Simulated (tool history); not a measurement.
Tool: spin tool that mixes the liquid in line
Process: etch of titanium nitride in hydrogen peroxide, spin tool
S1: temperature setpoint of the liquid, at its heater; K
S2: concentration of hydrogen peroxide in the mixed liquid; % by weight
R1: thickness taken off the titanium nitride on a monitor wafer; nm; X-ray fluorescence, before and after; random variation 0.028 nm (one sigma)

{"run": 1, "hour": 0.0, "S1": 319.15, "S2": 25, "time under the liquid (s)": 260, "R1": 11.558}
{"run": 2, "hour": 1.0, "S1": 316.65, "S2": 25, "time under the liquid (s)": 260, "R1": 9.5865}
{"run": 3, "hour": 2.1, "S1": 316.65, "S2": 25, "time under the liquid (s)": 280, "R1": 10.455}
{"run": 4, "hour": 3.6, "S1": 314.65, "S2": 25, "time under the liquid (s)": 280, "R1": 8.9199}
{"run": 5, "hour": 9.8, "S1": 309.65, "S2": 25, "time under the liquid (s)": 280, "R1": 5.9936}
{"run": 6, "hour": 17.0, "S1": 309.65, "S2": 25, "time under the liquid (s)": 280, "R1": 6.0832}

The next listed run, before its measurement:
{"run": 7, "hour": 20.4, "S1": 309.15, "S2": 25, "time under the liquid (s)": 280, "R1": "?"}

Run 7 gave R1 5.7960 nm.
